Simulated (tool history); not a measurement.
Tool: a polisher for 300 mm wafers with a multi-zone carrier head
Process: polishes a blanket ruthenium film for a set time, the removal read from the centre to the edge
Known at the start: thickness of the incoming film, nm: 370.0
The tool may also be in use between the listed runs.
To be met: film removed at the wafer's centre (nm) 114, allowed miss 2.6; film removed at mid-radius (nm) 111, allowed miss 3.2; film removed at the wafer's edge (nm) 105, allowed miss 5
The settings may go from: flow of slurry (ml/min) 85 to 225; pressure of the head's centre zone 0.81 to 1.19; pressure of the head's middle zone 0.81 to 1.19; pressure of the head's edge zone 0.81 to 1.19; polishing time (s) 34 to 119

| run | hour | flow of slurry (ml/min) | pressure of the head's centre zone | pressure of the head's middle zone | pressure of the head's edge zone | polishing time (s) | film removed at the wafer's centre (nm) | film removed at mid-radius (nm) | film removed at the wafer's edge (nm) |
|---|---|---|---|---|---|---|---|---|---|
| 1 | 0 | 145 | 1 | 1 | 1 | 76 | 81.892 | 83.722 | 83.178 |
| 2 | 5.8 | 145 | 1 | 1 | 1 | 86 | 93.297 | 96.16 | 93.13 |
| 3 | 8.5 | 145 | 1 | 1.06 | 1 | 86 | 92.505 | 100.27 | 95.551 |
| 4 | 10.1 | 145 | 0.93 | 1.06 | 1 | 86 | 87.083 | 101.94 | 91.952 |
| 5 | 12.7 | 165 | 0.93 | 1.06 | 1 | 86 | 87.867 | 103.13 | 96.292 |
| 6 | 15.4 | 165 | 0.93 | 1.06 | 1 | 68 | 70.354 | 80.827 | 73.222 |
| 7 | 17.4 | 170 | 0.97 | 1.08 | 1 | 71 | 77.353 | 87.889 | 79.474 |
| 8 | 22.1 | 210 | 1.07 | 1.13 | 1.07 | 77 | 96.312 | 99.782 | 91.357 |
| 9 | 27.2 | 215 | 1.15 | 1.16 | 1.16 | 86 | 116.42 | 115.89 | 105.96 |

5 next moves are on the table. One of them brings every result within its allowed miss. Which?
| A | 32.3 | 160 | 1.16 | 1.12 | 1.16 | 89 | ? | ? | ? |
| B | 32.3 | 185 | 1.13 | 1.11 | 1.07 | 94 | ? | ? | ? |
| C | 32.3 | 225 | 1.15 | 1.19 | 1.18 | 85 | ? | ? | ? |
| D | 32.3 | 225 | 1.11 | 1.16 | 1 | 89 | ? | ? | ? |
| E | 32.3 | 225 | 1.17 | 1.18 | 1.17 | 84 | ? | ? | ? |

| move | film removed at the wafer's centre (nm) | film removed at mid-radius (nm) | film removed at the wafer's edge (nm) |
|---|---|---|---|
| A | 115.73 | 111.71 | 104.1 |
| B | 122.54 | 120.18 | 107.54 |
| C | 116.53 | 118.74 | 104.34 |
| D | 117.71 | 121.67 | 100.56 |
| E | 117.16 | 116.48 | 102.66 |
A: meets every target
B: further off than the last run
C: further off than the last run
D: further off than the last run
E: further off than the last run
Move A is the one to make.
